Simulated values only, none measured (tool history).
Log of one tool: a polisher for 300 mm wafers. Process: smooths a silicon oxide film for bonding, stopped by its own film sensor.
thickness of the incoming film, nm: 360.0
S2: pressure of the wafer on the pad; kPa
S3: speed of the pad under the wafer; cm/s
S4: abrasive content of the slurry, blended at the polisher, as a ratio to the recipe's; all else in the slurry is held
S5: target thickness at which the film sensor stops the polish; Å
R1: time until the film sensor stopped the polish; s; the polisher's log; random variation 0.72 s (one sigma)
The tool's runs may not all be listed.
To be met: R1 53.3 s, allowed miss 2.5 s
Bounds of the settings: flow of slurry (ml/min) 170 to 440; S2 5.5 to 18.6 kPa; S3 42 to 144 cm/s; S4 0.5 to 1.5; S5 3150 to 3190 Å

{"run": 1, "hour": 0.0, "flow of slurry (ml/min)": 280, "S2": 11.7, "S3": 92, "S4": 1, "S5": 3150, "R1": 69.004}
{"run": 2, "hour": 7.1, "flow of slurry (ml/min)": 280, "S2": 11.7, "S3": 92, "S4": 0.8, "S5": 3150, "R1": 77.123}
{"run": 3, "hour": 7.8, "flow of slurry (ml/min)": 350, "S2": 11.7, "S3": 92, "S4": 0.8, "S5": 3150, "R1": 73.733}
{"run": 4, "hour": 12.5, "flow of slurry (ml/min)": 395, "S2": 11.7, "S3": 92, "S4": 0.8, "S5": 3150, "R1": 74.422}
{"run": 5, "hour": 20.9, "flow of slurry (ml/min)": 395, "S2": 11.7, "S3": 104, "S4": 0.8, "S5": 3150, "R1": 69.727}
{"run": 6, "hour": 22.3, "flow of slurry (ml/min)": 395, "S2": 11.7, "S3": 104, "S4": 0.8, "S5": 3150, "R1": 68.161}
{"run": 7, "hour": 24.2, "flow of slurry (ml/min)": 395, "S2": 13.1, "S3": 106, "S4": 0.8, "S5": 3150, "R1": 60.306}
{"run": 8, "hour": 30.4, "flow of slurry (ml/min)": 395, "S2": 13.8, "S3": 106, "S4": 0.8, "S5": 3150, "R1": 57.832}

Which of these 5 next moves meets every target?
{"run": "A", "hour": 36.6, "flow of slurry (ml/min)": 385, "S2": 13.1, "S3": 104, "S4": 0.85, "S5": 3150, "R1": "?"}
{"run": "B", "hour": 36.6, "flow of slurry (ml/min)": 395, "S2": 15.9, "S3": 108, "S4": 0.8, "S5": 3180, "R1": "?"}
{"run": "C", "hour": 36.6, "flow of slurry (ml/min)": 440, "S2": 13.8, "S3": 122, "S4": 0.9, "S5": 3180, "R1": "?"}
{"run": "D", "hour": 36.6, "flow of slurry (ml/min)": 440, "S2": 16.5, "S3": 106, "S4": 0.7, "S5": 3190, "R1": "?"}
{"run": "E", "hour": 36.6, "flow of slurry (ml/min)": 440, "S2": 13.8, "S3": 118, "S4": 0.7, "S5": 3170, "R1": "?"}

move=A R1=60.539
move=B R1=46.957
move=C R1=46.484
move=D R1=47.319
move=E R1=55.021
A: further off than the last run
B: takes the result that was furthest off past its target
C: takes the result that was furthest off past its target
D: takes the result that was furthest off past its target
E: meets every target
The right move is E.

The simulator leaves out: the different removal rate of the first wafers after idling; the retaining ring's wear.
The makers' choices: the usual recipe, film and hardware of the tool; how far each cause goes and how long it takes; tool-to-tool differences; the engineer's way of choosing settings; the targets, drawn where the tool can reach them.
